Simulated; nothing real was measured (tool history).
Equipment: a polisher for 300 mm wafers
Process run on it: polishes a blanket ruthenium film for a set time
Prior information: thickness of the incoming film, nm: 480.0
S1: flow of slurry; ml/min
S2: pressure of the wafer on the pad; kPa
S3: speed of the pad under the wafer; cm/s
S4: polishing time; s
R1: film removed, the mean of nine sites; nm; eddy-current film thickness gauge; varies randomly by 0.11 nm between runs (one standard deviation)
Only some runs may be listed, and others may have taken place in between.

run,hour,S1,S2,S3,S4,R1
1,0.0,185,11.0,84,34,29.279
2,6.2,180,9.0,74,34,21.740
3,6.8,180,11.0,74,34,25.710
4,12.1,180,11.0,56,34,19.440
5,18.8,180,11.0,64,34,22.447
6,25.4,180,12.4,64,34,24.337

For run 7, what comes out?
7,31.9,175,9.7,60,34,?

R1: 18.446 nm
